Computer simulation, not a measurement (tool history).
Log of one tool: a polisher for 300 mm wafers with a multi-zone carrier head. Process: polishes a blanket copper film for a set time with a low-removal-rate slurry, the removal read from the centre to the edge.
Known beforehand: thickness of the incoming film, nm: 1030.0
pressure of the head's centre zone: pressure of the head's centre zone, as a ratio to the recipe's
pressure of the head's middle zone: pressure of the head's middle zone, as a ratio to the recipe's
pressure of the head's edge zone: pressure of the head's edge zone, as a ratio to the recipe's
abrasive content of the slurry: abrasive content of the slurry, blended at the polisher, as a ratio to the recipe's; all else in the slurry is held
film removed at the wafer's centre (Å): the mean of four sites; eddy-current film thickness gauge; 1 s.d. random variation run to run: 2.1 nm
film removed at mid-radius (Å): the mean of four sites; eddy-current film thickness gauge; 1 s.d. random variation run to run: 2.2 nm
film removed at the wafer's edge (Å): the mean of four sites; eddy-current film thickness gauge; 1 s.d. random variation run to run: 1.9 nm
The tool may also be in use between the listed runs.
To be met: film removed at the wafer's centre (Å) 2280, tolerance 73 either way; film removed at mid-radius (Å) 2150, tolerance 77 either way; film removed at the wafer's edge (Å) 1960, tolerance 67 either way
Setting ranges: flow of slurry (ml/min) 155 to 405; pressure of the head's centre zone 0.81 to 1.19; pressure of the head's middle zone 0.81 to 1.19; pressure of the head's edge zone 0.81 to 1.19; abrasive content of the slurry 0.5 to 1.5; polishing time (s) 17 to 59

| run | hour | flow of slurry (ml/min) | pressure of the head's centre zone | pressure of the head's middle zone | pressure of the head's edge zone | abrasive content of the slurry | polishing time (s) | film removed at the wafer's centre (Å) | film removed at mid-radius (Å) | film removed at the wafer's edge (Å) |
|---|---|---|---|---|---|---|---|---|---|---|
| 1 | 0 | 260 | 1 | 1 | 1 | 1 | 38 | 1548.7 | 1705.8 | 1685.3 |
| 2 | 5.7 | 275 | 1.04 | 1.01 | 0.99 | 1.1 | 38 | 1624.7 | 1737.8 | 1724.7 |
| 3 | 12 | 275 | 0.97 | 1.01 | 0.99 | 1.1 | 38 | 1531.7 | 1744.2 | 1718.7 |
| 4 | 12.6 | 275 | 0.97 | 1.01 | 0.99 | 0.95 | 38 | 1493.8 | 1719.7 | 1655.3 |
|  | 20.2 | centre zone pressure recalibrated |
| 5 | 20.2 | 275 | 0.97 | 1.01 | 0.99 | 1.15 | 38 | 1725.9 | 1754.9 | 1726.5 |
| 6 | 25.9 | 280 | 0.97 | 1.04 | 1 | 1.2 | 38 | 1744.5 | 1830.3 | 1739.7 |
| 7 | 34.4 | 315 | 1.07 | 1.12 | 1.1 | 1.45 | 39 | 2073.9 | 2136.8 | 1985.8 |
| 8 | 40 | 325 | 1.09 | 1.12 | 1.09 | 1.45 | 39 | 2082.9 | 2108.8 | 1992.7 |

Which of these 4 next moves meets every target?
| A | 45.6 | 330 | 1 | 1.16 | 1.13 | 1.3 | 38 | ? | ? | ? |
| B | 45.6 | 335 | 1.02 | 1.18 | 1.12 | 1.4 | 38 | ? | ? | ? |
| C | 45.6 | 360 | 1.18 | 1.14 | 1.06 | 1.45 | 39 | ? | ? | ? |
| D | 45.6 | 325 | 1.08 | 1.1 | 1.16 | 1.5 | 38 | ? | ? | ? |

| move | film removed at the wafer's centre (Å) | film removed at mid-radius (Å) | film removed at the wafer's edge (Å) |
|---|---|---|---|
| A | 1829.1 | 2114.2 | 1940.3 |
| B | 1898.2 | 2182.1 | 1963.3 |
| C | 2287 | 2201.3 | 1984.5 |
| D | 2033.6 | 2078.4 | 2026.9 |
A: its largest miss is bigger than the last run's
B: its largest miss is bigger than the last run's
C: every result lands within tolerance
D: its largest miss is bigger than the last run's
The right move is C.
